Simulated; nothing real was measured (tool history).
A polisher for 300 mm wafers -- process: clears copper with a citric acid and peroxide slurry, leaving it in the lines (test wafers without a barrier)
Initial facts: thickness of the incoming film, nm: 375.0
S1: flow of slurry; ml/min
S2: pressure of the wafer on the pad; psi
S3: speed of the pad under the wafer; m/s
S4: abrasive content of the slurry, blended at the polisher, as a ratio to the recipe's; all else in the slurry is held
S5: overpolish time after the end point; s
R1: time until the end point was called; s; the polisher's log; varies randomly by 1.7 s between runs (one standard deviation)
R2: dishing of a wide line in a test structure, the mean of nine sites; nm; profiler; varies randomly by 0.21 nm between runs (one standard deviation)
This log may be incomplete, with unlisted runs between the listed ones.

run	hour	S1	S2	S3	S4	S5	R1	R2
1	0	135	2.5	1.38	1	21	184.05	32.177
2	4.7	140	2.4	1.46	1	18	174.89	28.526
3	6.3	140	2.4	1.46	1.15	18	170.34	28.924
4	10.6	140	2.4	1.64	1.15	18	155.73	31.613
5	17.6	165	2.4	1.64	1.15	18	147.49	33.922
6	22.2	165	2.4	1.96	1.15	18	122.9	38.443
# hour 31.1: slurry nozzle cleaned
7	31.1	150	2.3	2	1.2	16	116.32	36.231
8	37.8	135	2.1	2.02	1.25	14	124.64	30.228
9	41.1	125	2	2.04	1.3	13	129.41	27.911
10	49	90	1.7	2.14	1.5	6	144.49	12.901
11	54.9	120	2	2.14	1.5	6	119.2	15.264
12	60.4	120	2	2.14	1.45	6	121.11	14.775

For run 13, what comes out?
13	61.6	120	2	2.14	1.4	6	?	?

R1: 118.07 s
R2: 14.886 nm

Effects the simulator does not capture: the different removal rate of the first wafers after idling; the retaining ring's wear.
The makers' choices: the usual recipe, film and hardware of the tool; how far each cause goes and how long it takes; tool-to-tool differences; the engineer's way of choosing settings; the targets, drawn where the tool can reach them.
